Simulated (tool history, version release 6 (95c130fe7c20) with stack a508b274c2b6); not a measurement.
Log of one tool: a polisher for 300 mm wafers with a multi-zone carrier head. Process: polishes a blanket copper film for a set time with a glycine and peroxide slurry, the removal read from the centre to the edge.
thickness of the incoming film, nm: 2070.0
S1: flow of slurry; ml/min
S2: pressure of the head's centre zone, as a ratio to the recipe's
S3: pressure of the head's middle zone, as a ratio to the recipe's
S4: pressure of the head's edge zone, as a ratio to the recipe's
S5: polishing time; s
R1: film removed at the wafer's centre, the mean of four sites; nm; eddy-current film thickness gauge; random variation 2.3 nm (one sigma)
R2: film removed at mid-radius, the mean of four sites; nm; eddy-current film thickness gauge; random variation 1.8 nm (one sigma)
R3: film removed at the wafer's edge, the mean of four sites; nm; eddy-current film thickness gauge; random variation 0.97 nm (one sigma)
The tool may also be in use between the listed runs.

run  hour   S1    S2    S3    S4  S5      R1      R2      R3
  1   0.0  130  1.00  1.00  1.00  35  204.73  201.25  203.45
  2   2.6  130  1.00  1.00  1.00  30  168.54  175.32  172.61
  3   8.4  120  1.03  0.95  0.97  30  172.23  162.36  169.50
  4  10.8  120  0.98  0.95  0.97  30  163.52  165.09  169.31
  5  12.7  110  1.01  0.92  0.94  30  166.06  156.20  166.11
  6  17.3  105  1.03  0.90  0.92  30  163.21  145.94  162.38
  7  21.8  100  1.05  0.91  0.90  30  165.67  148.17  159.86
  8  30.6  100  1.05  0.91  0.90  30  162.95  150.24  157.50
  9  33.0  100  1.07  0.90  0.90  30  170.21  145.89  157.77

Forecast run 10:
 10  34.3  95  1.07  0.89  0.90  30   ?   ?   ?

{"run 10": {"R1": 167.39, "R2": 146.42, "R3": 158.6}}
